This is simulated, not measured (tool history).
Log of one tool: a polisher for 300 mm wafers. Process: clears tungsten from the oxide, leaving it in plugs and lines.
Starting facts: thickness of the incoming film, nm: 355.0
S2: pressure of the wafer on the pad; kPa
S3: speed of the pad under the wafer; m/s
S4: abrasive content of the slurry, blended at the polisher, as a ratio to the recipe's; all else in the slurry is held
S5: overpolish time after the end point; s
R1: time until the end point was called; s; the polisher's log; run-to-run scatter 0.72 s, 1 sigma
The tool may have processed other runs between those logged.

run 1 day=0 | flow_of_slurry_(ml/min)=135 S2=18.6 S3=1.12 S4=1 S5=31 | R1=82.15
run 2 day=0.254 | flow_of_slurry_(ml/min)=110 S2=18.6 S3=1.12 S4=1 S5=31 | R1=86.368
run 3 day=0.592 | flow_of_slurry_(ml/min)=125 S2=18.6 S3=1.12 S4=1 S5=31 | R1=83.054
run 4 day=0.638 | flow_of_slurry_(ml/min)=125 S2=18.6 S3=1.12 S4=1 S5=31 | R1=85.156
run 5 day=0.912 | flow_of_slurry_(ml/min)=125 S2=20 S3=1.14 S4=1 S5=31 | R1=79.698
run 6 day=1.029 | flow_of_slurry_(ml/min)=125 S2=21.4 S3=1.2 S4=1 S5=31 | R1=71.631
run 7 day=1.171 | flow_of_slurry_(ml/min)=125 S2=22.1 S3=1.24 S4=1 S5=31 | R1=65.558
run 8 day=1.442 | flow_of_slurry_(ml/min)=125 S2=22.8 S3=1.26 S4=1 S5=31 | R1=64.053

What does the tool deliver on the next run?
run 9 day=1.475 | flow_of_slurry_(ml/min)=125 S2=23.4 S3=1.28 S4=1 S5=31 | R1=?

{"run 9": {"R1": 58.744}}
